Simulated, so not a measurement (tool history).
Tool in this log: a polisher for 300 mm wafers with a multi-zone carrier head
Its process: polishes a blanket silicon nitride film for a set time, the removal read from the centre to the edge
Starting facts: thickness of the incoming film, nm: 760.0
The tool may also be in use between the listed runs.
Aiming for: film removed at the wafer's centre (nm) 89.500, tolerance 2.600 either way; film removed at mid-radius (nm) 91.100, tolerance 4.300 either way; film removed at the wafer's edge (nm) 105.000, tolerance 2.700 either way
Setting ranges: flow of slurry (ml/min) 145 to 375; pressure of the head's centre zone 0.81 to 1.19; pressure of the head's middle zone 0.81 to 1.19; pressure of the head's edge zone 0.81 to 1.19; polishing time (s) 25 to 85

run,day,flow of slurry (ml/min),pressure of the head's centre zone,pressure of the head's middle zone,pressure of the head's edge zone,polishing time (s),film removed at the wafer's centre (nm),film removed at mid-radius (nm),film removed at the wafer's edge (nm)
1,0.000,240,1.00,1.00,1.00,55,154.270,152.380,159.930
2,0.042,240,0.94,1.00,1.00,55,145.360,155.670,158.450
3,0.329,230,0.93,0.97,0.99,51,132.260,140.820,146.990
4,0.558,170,0.93,0.97,0.99,51,127.030,136.200,140.140
5,0.825,170,0.93,0.93,0.99,51,125.520,128.910,141.400
6,0.929,165,0.92,0.91,0.98,49,119.240,122.050,135.990
7,1.121,155,0.86,0.82,0.89,34,75.862,75.674,89.604
8,1.150,170,0.87,0.83,0.91,34,79.016,78.146,90.607
9,1.325,175,0.87,0.84,0.94,34,79.292,79.834,92.943
10,1.375,175,0.87,0.84,0.94,34,80.024,77.845,92.506
11,1.692,245,0.91,0.94,1.04,36,92.039,94.368,106.750

Below are 5 possible settings for the next run. Only one of them brings all results inside the allowed miss of their targets. Which is it?
A,2.008,200,0.93,0.92,1.09,35,?,?,?
B,2.008,150,0.83,0.90,0.98,42,?,?,?
C,2.008,255,0.97,0.88,1.16,35,?,?,?
D,2.008,250,1.00,0.85,1.09,34,?,?,?
E,2.008,250,0.98,0.96,1.02,37,?,?,?

move,film removed at the wafer's centre (nm),film removed at mid-radius (nm),film removed at the wafer's edge (nm)
A,88.264,87.559,103.180
B,90.767,98.646,113.720
C,94.831,86.947,108.990
D,94.478,81.898,102.430
E,101.010,98.620,107.710
A: in spec on every target
B: corrects the largest miss of the last run, while another result sits out of spec
C: moves away from the targets compared with the last run
D: moves away from the targets compared with the last run
E: moves away from the targets compared with the last run
So the answer is move A, the one that meets all the targets.
